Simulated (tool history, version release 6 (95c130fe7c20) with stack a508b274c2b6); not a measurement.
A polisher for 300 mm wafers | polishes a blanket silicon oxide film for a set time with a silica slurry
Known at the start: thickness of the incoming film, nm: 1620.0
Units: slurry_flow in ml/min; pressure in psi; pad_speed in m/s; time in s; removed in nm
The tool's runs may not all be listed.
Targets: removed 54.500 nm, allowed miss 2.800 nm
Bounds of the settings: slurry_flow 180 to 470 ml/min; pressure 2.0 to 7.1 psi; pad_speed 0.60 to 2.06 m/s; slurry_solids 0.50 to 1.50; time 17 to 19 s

| run | hour | slurry_flow | pressure | pad_speed | slurry_solids | time | removed |
|---|---|---|---|---|---|---|---|
| 1 | 0.0 | 300 | 4.5 | 1.32 | 1.00 | 19 | 77.991 |
| 2 | 2.7 | 300 | 4.5 | 1.32 | 1.05 | 19 | 81.630 |
| 3 | 10.9 | 300 | 4.5 | 1.32 | 0.95 | 19 | 74.317 |
| 4 | 15.0 | 300 | 4.5 | 1.32 | 1.15 | 19 | 84.382 |
| 5 | 19.5 | 300 | 4.5 | 1.04 | 1.15 | 19 | 76.104 |
| 6 | 25.8 | 300 | 3.9 | 1.04 | 1.15 | 19 | 65.408 |
| 7 | 32.6 | 300 | 3.7 | 1.04 | 1.15 | 19 | 65.357 |
| 8 | 38.0 | 300 | 3.4 | 1.02 | 1.15 | 19 | 60.223 |
| 9 | 43.4 | 300 | 3.3 | 1.02 | 1.15 | 19 | 59.837 |
| 10 | 44.0 | 300 | 3.2 | 1.02 | 1.15 | 19 | 57.603 |

4 next moves are on the table. One of them brings every result within its allowed miss. Which?
| A | 44.6 | 335 | 4.0 | 0.84 | 1.10 | 19 | ? |
| B | 44.6 | 340 | 2.6 | 1.26 | 1.35 | 19 | ? |
| C | 44.6 | 340 | 2.9 | 0.96 | 1.50 | 19 | ? |
| D | 44.6 | 250 | 3.0 | 0.80 | 1.40 | 19 | ? |

| move | removed |
|---|---|
| A | 61.758 |
| B | 61.326 |
| C | 60.470 |
| D | 54.275 |
A: further off than the last run
B: further off than the last run
C: further off than the last run
D: meets every target
Move D is the one to make.

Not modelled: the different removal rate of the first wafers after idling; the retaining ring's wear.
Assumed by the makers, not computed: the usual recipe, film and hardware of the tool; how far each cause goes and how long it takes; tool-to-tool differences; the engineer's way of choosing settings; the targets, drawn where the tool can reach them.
